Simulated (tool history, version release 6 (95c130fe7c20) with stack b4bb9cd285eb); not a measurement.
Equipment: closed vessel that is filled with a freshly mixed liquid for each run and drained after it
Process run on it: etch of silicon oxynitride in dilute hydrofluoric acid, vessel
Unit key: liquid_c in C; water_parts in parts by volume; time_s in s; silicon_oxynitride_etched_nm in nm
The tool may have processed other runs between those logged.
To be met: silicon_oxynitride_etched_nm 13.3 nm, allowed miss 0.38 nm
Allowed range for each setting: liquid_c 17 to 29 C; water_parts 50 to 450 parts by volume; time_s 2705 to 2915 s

run,day,liquid_c,water_parts,time_s,silicon_oxynitride_etched_nm
1,0,21,250,2705,19.002
2,0.154,18,250,2705,16.479
3,0.362,18,255,2705,16.069
4,0.65,21,255,2705,18.801
5,0.896,24.5,255,2705,21.548
6,1.038,23,260,2705,19.763
7,1.175,22,265,2705,18.635
8,1.504,21,270,2705,17.423
9,1.704,20.5,275,2705,16.787
10,1.829,20,280,2705,15.878
11,2.1,19.5,280,2705,15.501
12,2.162,19,280,2705,15.224
13,2.429,18.5,280,2705,14.668
14,2.525,18,280,2705,14.6

Exactly one of the 4 candidate moves below puts every result within its allowed miss. Which one?
A,2.621,17.5,260,2860,?
B,2.621,19.5,275,2915,?
C,2.621,17.5,265,2745,?
D,2.621,17,305,2835,?

move,silicon_oxynitride_etched_nm
A,16.424
B,17.191
C,15.422
D,13.227
A: its largest miss is bigger than the last run's
B: its largest miss is bigger than the last run's
C: its largest miss is bigger than the last run's
D: every result within its allowed miss
D is the move that brings every result within its allowed miss.
